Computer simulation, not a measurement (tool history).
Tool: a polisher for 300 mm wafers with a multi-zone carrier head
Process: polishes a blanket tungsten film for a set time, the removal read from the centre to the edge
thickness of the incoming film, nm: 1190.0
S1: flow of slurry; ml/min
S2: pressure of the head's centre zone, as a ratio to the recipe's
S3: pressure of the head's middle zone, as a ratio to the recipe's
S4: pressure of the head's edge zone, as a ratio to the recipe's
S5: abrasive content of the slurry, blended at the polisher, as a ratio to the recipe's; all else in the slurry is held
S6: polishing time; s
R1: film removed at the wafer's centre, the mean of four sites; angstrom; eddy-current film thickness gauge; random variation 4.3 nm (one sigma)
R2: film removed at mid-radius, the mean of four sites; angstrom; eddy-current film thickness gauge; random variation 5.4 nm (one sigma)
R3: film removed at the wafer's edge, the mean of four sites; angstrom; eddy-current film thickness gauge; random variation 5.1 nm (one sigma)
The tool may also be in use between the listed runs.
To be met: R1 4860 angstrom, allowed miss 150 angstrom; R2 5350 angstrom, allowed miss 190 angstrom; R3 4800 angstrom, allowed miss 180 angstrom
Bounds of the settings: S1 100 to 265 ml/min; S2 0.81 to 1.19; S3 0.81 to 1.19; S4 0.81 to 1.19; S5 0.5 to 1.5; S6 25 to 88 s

Run 1, hour 0: S1 170 ml/min, S2 1, S3 1, S4 1, S5 1, S6 56 s. Result: R1 3799.3 angstrom, R2 3823.5 angstrom, R3 3810.3 angstrom.
Run 2, hour 8.8: S1 170 ml/min, S2 0.95, S3 1, S4 1, S5 1, S6 56 s. Result: R1 3628.6 angstrom, R2 3770.8 angstrom, R3 3809.8 angstrom.
Run 3, hour 12.3: S1 180 ml/min, S2 0.97, S3 1.03, S4 1.02, S5 1.1, S6 56 s. Result: R1 3755.7 angstrom, R2 3921.2 angstrom, R3 3910.1 angstrom.
Run 4, hour 14.6: S1 180 ml/min, S2 0.97, S3 1.03, S4 1.02, S5 1.2, S6 56 s. Result: R1 3871.1 angstrom, R2 3971.5 angstrom, R3 3900.2 angstrom.
Run 5, hour 21.8: S1 185 ml/min, S2 0.97, S3 1.06, S4 1.03, S5 1.25, S6 58 s. Result: R1 3984 angstrom, R2 4315.8 angstrom, R3 4164.1 angstrom.
Run 6, hour 30.3: S1 185 ml/min, S2 0.97, S3 1.06, S4 1.03, S5 1.15, S6 58 s. Result: R1 4018.9 angstrom, R2 4190.2 angstrom, R3 4089 angstrom.
Run 7, hour 36.9: S1 185 ml/min, S2 0.97, S3 1.08, S4 1.03, S5 1.2, S6 59 s. Result: R1 4004.8 angstrom, R2 4485.6 angstrom, R3 4121.7 angstrom.
Run 8, hour 37.5: S1 190 ml/min, S2 0.98, S3 1.09, S4 1.05, S5 1.25, S6 60 s. Result: R1 4255.1 angstrom, R2 4607.9 angstrom, R3 4399.6 angstrom.
Run 9, hour 41.2: S1 200 ml/min, S2 0.99, S3 1.11, S4 1.06, S5 1.25, S6 60 s. Result: R1 4326.6 angstrom, R2 4591.1 angstrom, R3 4395.5 angstrom.
Run 10, hour 44.4: S1 200 ml/min, S2 0.99, S3 1.12, S4 1.06, S5 1.3, S6 61 s. Result: R1 4429.3 angstrom, R2 4905.3 angstrom, R3 4582.3 angstrom.
Run 11, hour 50.9: S1 205 ml/min, S2 1, S3 1.13, S4 1.06, S5 1.3, S6 61 s. Result: R1 4462.1 angstrom, R2 4852.6 angstrom, R3 4447.3 angstrom.

5 next moves are on the table. One of them brings every result within its allowed miss. Which?
Run A, hour 57.4: S1 235 ml/min, S2 0.89, S3 1.12, S4 0.96, S5 1.4, S6 66 s. Result: R1 ?, R2 ?, R3 ?.
Run B, hour 57.4: S1 210 ml/min, S2 1.06, S3 1.15, S4 1.05, S5 1.35, S6 65 s. Result: R1 ?, R2 ?, R3 ?.
Run C, hour 57.4: S1 205 ml/min, S2 0.9, S3 1.08, S4 1.14, S5 1.5, S6 67 s. Result: R1 ?, R2 ?, R3 ?.
Run D, hour 57.4: S1 250 ml/min, S2 1.01, S3 1.15, S4 1.03, S5 1.3, S6 64 s. Result: R1 ?, R2 ?, R3 ?.
Run E, hour 57.4: S1 185 ml/min, S2 0.88, S3 1.14, S4 1.1, S5 1.35, S6 71 s. Result: R1 ?, R2 ?, R3 ?.

move      R1      R2      R3
   A  4461.4    5413  4751.1
   B  5117.4  5326.1    4778
   C  4547.2  5301.4    5216
   D    4886  5327.3  4709.4
   E  4534.2  5668.8  5256.7
A: as far off as the last run
B: takes the result that was furthest off past its target
C: nearer than the last run, and not there yet
D: meets every target
E: as far off as the last run
The right move is D.
